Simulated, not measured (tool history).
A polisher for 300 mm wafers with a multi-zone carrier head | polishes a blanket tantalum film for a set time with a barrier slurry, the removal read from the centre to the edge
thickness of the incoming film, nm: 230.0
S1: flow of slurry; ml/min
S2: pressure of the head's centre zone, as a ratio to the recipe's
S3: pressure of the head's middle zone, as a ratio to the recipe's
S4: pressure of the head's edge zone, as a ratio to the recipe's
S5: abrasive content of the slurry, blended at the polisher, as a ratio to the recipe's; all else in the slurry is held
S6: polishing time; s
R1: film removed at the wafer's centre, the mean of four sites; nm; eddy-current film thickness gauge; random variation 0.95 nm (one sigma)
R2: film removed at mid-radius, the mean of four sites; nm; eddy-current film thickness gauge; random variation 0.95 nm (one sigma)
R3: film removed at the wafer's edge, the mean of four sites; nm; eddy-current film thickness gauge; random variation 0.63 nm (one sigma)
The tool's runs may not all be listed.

Run 1, hour 0: S1 175 ml/min, S2 1, S3 1, S4 1, S5 1, S6 32 s. Result: R1 78.294 nm, R2 77.136 nm, R3 77.573 nm.
Run 2, hour 8.4: S1 155 ml/min, S2 1, S3 1, S4 1, S5 1, S6 32 s. Result: R1 79.277 nm, R2 73.525 nm, R3 77 nm.
Run 3, hour 10.7: S1 155 ml/min, S2 0.92, S3 1, S4 1, S5 1, S6 32 s. Result: R1 72.433 nm, R2 75.384 nm, R3 78.332 nm.
Run 4, hour 11.5: S1 160 ml/min, S2 0.91, S3 0.99, S4 1.04, S5 1.05, S6 32 s. Result: R1 70.756 nm, R2 76.707 nm, R3 79.895 nm.
Run 5, hour 15.5: S1 160 ml/min, S2 0.91, S3 0.99, S4 1.04, S5 1.05, S6 28 s. Result: R1 63.391 nm, R2 65.972 nm, R3 70.284 nm.
Run 6, hour 21.6: S1 160 ml/min, S2 0.91, S3 0.99, S4 1.04, S5 0.95, S6 28 s. Result: R1 61.635 nm, R2 63.973 nm, R3 67.512 nm.

Run 7 comes next. What will it give?
Run 7, hour 25.3: S1 155 ml/min, S2 0.91, S3 0.98, S4 1.05, S5 1.1, S6 29 s. Result: R1 ?, R2 ?, R3 ?.

R1: 65.397 nm
R2: 68.582 nm
R3: 73.253 nm
